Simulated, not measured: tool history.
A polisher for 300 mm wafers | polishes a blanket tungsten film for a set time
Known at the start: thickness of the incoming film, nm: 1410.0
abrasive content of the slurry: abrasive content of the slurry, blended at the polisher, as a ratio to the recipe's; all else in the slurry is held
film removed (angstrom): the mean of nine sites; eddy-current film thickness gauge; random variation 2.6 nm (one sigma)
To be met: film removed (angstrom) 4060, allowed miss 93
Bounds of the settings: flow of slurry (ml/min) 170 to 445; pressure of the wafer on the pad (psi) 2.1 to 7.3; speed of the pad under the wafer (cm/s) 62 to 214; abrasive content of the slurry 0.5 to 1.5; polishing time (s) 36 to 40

run	hour	flow of slurry (ml/min)	pressure of the wafer on the pad (psi)	speed of the pad under the wafer (cm/s)	abrasive content of the slurry	polishing time (s)	film removed (angstrom)
1	0	285	4.7	138	1	40	2816.9
2	4.7	285	4.7	124	1	40	2543
3	7.3	290	5.2	124	1	40	2829.5
4	7.9	290	4.7	124	1	40	2574.5
5	11.5	300	5.2	124	1	40	2844
6	12.2	300	5.2	124	0.85	40	2674.2
7	15.9	300	5.2	124	0.85	40	2706.7
8	17.7	305	5.6	124	0.85	40	2910.5
9	19.3	315	6.9	126	0.85	40	3637.2
10	28.2	315	7	128	0.85	40	3785.8
11	30.8	335	7.3	128	0.85	40	3920

Which of these 4 next moves meets every target?
A	33.4	440	7.3	128	0.7	40	?
B	33.4	280	6.8	136	0.85	40	?
C	33.4	310	7.3	124	0.85	40	?
D	33.4	285	6.8	142	0.9	40	?

move	film removed (angstrom)
A	3862.1
B	3859.5
C	3816.5
D	4083.7
A: further off than the last run
B: further off than the last run
C: further off than the last run
D: meets every target
The right move is D.
